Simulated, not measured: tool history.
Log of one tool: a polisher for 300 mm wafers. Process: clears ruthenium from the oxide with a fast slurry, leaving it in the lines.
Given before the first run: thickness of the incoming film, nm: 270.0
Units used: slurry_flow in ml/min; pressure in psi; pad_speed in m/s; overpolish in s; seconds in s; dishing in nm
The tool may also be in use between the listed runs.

run 1 hour=0 | slurry_flow=245 pressure=3.4 pad_speed=1.3 slurry_solids=1 overpolish=16 | seconds=49.747 dishing=63.519
run 2 hour=1.5 | slurry_flow=245 pressure=3.4 pad_speed=1.3 slurry_solids=1 overpolish=13 | seconds=48.598 dishing=54.879
run 3 hour=7 | slurry_flow=190 pressure=3.4 pad_speed=1.3 slurry_solids=1 overpolish=13 | seconds=50.198 dishing=52.817
run 4 hour=11.6 | slurry_flow=175 pressure=3.4 pad_speed=1.3 slurry_solids=1 overpolish=10 | seconds=50.923 dishing=43.247
run 5 hour=20 | slurry_flow=165 pressure=3.5 pad_speed=1.3 slurry_solids=1 overpolish=8 | seconds=51.828 dishing=35.829
run 6 hour=28.4 | slurry_flow=160 pressure=4.1 pad_speed=1.22 slurry_solids=1 overpolish=7 | seconds=46.517 dishing=34.835
run 7 hour=36.1 | slurry_flow=155 pressure=4.5 pad_speed=1.14 slurry_solids=1.05 overpolish=6 | seconds=44.067 dishing=30.562
run 8 hour=43.8 | slurry_flow=155 pressure=4.5 pad_speed=1.14 slurry_solids=1.05 overpolish=6 | seconds=43.746 dishing=31.214
run 9 hour=49.7 | slurry_flow=155 pressure=4.6 pad_speed=1.12 slurry_solids=1.1 overpolish=6 | seconds=42.451 dishing=32.024

The next listed run, before its measurement:
run 10 hour=52.9 | slurry_flow=180 pressure=4.8 pad_speed=1.14 slurry_solids=0.95 overpolish=5 | seconds=? dishing=?

{"run 10": {"seconds": 44.31, "dishing": 26.754}}
